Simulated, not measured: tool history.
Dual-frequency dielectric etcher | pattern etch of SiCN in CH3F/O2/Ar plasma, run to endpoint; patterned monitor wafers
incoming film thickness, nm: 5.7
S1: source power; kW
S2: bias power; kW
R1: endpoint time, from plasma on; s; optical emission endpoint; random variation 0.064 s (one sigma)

run,hour,S1,S2,R1
1,0,0.45,0.056,15.347
2,1.1,0.38,0.056,16.056
3,5.4,0.38,0.06,15.735
4,11.6,0.38,0.067,14.961
5,19.6,0.43,0.067,14.529
# hour 24: source power generator calibrated
6,24,0.43,0.077,13.697
7,32.2,0.41,0.074,14.093

Run 8 comes next. What will it give?
8,33.6,0.39,0.072,?

R1: 14.413 s
